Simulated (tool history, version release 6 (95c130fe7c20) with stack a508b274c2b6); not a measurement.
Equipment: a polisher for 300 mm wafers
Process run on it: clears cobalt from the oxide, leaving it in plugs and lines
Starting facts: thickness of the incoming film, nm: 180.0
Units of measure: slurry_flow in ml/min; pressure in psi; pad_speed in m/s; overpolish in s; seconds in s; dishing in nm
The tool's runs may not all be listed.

run	day	slurry_flow	pressure	pad_speed	overpolish	seconds	dishing
1	0	165	2.4	0.96	20	42.502	42.886
2	0.212	165	2.4	0.96	13	42.899	34.094
3	0.238	165	2.6	0.96	13	40.496	35.266
4	0.538	165	2.6	1.08	13	35.427	37.438
5	0.658	175	2.6	1.06	12	36.231	35.458
6	1	175	2.6	1.06	16	35.897	41.239
7	1.171	165	2.6	1.06	15	37.285	40.276
8	1.383	165	2.6	1.06	15	37.009	39.147
9	1.425	165	2.6	1.06	15	36.576	39.755
10	1.604	175	2.6	1.04	14	36.962	37.889
11	1.954	185	2.6	1.02	13	37.503	37.275

Predict the results of run 12:
12	2.208	175	2.5	1.04	12	?	?

seconds: 37.921 s
dishing: 35.125 nm
